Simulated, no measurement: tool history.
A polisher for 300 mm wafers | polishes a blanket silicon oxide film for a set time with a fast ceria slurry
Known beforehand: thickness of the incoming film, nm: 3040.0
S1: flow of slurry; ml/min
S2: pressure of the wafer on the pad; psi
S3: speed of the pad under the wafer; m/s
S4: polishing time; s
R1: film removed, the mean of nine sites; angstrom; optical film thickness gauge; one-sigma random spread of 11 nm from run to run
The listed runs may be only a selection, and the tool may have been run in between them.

| run | hour | S1 | S2 | S3 | S4 | R1 |
|---|---|---|---|---|---|---|
| 1 | 0.0 | 175 | 3.0 | 1.06 | 84 | 12847 |
| 2 | 1.3 | 175 | 3.0 | 1.26 | 84 | 14960 |
| 3 | 6.9 | 175 | 2.8 | 1.26 | 84 | 13891 |
| 4 | 11.3 | 175 | 2.6 | 1.26 | 84 | 13276 |
| 5 | 14.9 | 175 | 2.4 | 1.26 | 84 | 12672 |
| 6 | 17.7 | 175 | 2.2 | 1.24 | 84 | 11658 |
| 7 | 21.8 | 175 | 2.1 | 1.24 | 84 | 11236 |

What will run 8 give?
| 8 | 29.9 | 175 | 2.0 | 1.24 | 84 | ? |

{"run 8": {"R1": 11058}}
